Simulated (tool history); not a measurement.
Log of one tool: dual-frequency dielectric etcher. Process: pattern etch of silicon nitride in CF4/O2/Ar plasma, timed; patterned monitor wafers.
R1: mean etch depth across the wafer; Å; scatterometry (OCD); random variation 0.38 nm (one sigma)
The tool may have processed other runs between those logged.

{"run": 1, "hour": 0.0, "source power (kW)": 0.52, "bias power (kW)": 0.041, "Ar flow (sccm)": 79, "CF4 flow (sccm)": 103, "etch time (s)": 84, "R1": 1504.6}
{"run": 2, "hour": 7.9, "source power (kW)": 0.54, "bias power (kW)": 0.041, "Ar flow (sccm)": 79, "CF4 flow (sccm)": 103, "etch time (s)": 84, "R1": 1558.1}
{"run": 3, "hour": 13.7, "source power (kW)": 0.54, "bias power (kW)": 0.041, "Ar flow (sccm)": 79, "CF4 flow (sccm)": 92, "etch time (s)": 84, "R1": 1540.6}
{"run": 4, "hour": 17.6, "source power (kW)": 0.56, "bias power (kW)": 0.041, "Ar flow (sccm)": 79, "CF4 flow (sccm)": 92, "etch time (s)": 84, "R1": 1595.9}
{"run": 5, "hour": 24.5, "source power (kW)": 0.57, "bias power (kW)": 0.041, "Ar flow (sccm)": 79, "CF4 flow (sccm)": 92, "etch time (s)": 84, "R1": 1618.4}
{"run": 6, "hour": 28.8, "source power (kW)": 0.58, "bias power (kW)": 0.041, "Ar flow (sccm)": 79, "CF4 flow (sccm)": 92, "etch time (s)": 84, "R1": 1654.7}
{"run": 7, "hour": 30.9, "source power (kW)": 0.58, "bias power (kW)": 0.041, "Ar flow (sccm)": 79, "CF4 flow (sccm)": 92, "etch time (s)": 84, "R1": 1650.5}

Expected results for the next run?
{"run": 8, "hour": 33.0, "source power (kW)": 0.59, "bias power (kW)": 0.041, "Ar flow (sccm)": 79, "CF4 flow (sccm)": 92, "etch time (s)": 84, "R1": "?"}

R1: 1674.6 Å

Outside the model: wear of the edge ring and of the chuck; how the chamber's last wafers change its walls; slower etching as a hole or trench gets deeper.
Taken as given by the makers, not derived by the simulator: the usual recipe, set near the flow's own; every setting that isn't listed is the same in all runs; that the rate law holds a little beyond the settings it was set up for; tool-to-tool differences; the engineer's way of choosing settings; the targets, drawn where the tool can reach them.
